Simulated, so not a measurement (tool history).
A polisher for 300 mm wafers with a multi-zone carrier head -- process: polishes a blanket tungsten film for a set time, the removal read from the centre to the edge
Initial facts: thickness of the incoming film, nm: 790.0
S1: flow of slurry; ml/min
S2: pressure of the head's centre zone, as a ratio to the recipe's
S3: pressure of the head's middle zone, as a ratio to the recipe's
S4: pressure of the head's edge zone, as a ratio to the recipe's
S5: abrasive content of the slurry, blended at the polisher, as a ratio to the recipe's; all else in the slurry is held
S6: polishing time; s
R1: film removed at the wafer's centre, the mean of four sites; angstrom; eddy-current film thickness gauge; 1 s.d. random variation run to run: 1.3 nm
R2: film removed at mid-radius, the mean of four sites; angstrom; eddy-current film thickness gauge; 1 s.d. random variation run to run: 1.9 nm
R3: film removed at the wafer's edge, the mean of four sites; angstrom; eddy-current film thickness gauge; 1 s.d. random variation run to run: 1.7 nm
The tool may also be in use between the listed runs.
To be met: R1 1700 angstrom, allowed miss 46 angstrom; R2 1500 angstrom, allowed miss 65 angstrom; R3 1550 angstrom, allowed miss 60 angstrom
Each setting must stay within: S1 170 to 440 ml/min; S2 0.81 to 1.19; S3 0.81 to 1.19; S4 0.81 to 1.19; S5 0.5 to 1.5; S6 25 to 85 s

run  hour   S1    S2    S3    S4    S5  S6      R1      R2      R3
  1     0  280     1     1     1     1  55  2436.7  2401.2  2419.1
  2     9  280     1     1     1  1.15  55  2585.1    2512  2455.8
  3  12.2  280     1  0.92     1  1.15  55  2547.4  2311.4  2484.1
  4  14.9  320     1  0.92     1  1.15  55  2584.6  2366.4  2526.5
  5  18.4  320     1  0.92     1  1.15  43  1992.1  1818.6  1924.3
  6  25.8  320     1  0.92     1  1.15  31  1460.8  1303.1  1416.7
  7  29.3  325  1.01  0.93  1.01  1.15  31  1472.1  1338.5  1415.5
  8  32.4  330  1.02  0.93  1.02   1.2  31    1481  1329.8  1434.3
  9    35  330  1.03  0.93  1.02  1.25  31  1516.6  1372.3  1432.3
 10  40.1  340  1.05  0.91  1.04  1.35  32  1654.3  1432.7  1536.4

Next run, 4 choices. One meets every target within its allowed miss, the rest don't. Which?
  A  45.2  350  1.04  0.93  0.97   1.3  34   ?   ?   ?
  B  45.2  285  1.05  0.82  1.07   1.3  35   ?   ?   ?
  C  45.2  425  1.12   1.1  1.01   1.4  28   ?   ?   ?
  D  45.2  335  1.05  0.85  1.05  1.25  32   ?   ?   ?

move      R1      R2      R3
   A  1711.9  1525.6  1573.3
   B  1738.1  1386.3  1674.7
   C  1573.8  1495.4  1357.2
   D  1604.2  1315.3  1521.9
A: in spec on every target
B: moves away from the targets compared with the last run
C: meets the target for the result that was furthest off, but another lies outside its allowed miss
D: moves away from the targets compared with the last run
A is the move that brings every result within its allowed miss.
